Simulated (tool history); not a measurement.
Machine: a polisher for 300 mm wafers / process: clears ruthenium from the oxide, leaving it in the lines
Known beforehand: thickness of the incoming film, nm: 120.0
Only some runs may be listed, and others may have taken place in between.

run,day,flow of slurry (ml/min),pressure of the wafer on the pad (psi),speed of the pad under the wafer (m/s),overpolish time after the end point (s),time until the end point was called (s)
1,0.000,170,2.4,1.26,25,88.463
2,0.254,170,2.6,1.28,25,79.355
3,0.492,170,2.8,1.30,25,73.737
4,0.612,190,2.8,1.30,25,73.489
5,0.758,190,2.9,1.32,25,70.919
6,0.796,225,2.9,1.32,25,67.527

What will run 7 give?
7,0.912,225,3.0,1.32,25,?

Run 7 measured time until the end point was called (s) 66.265.
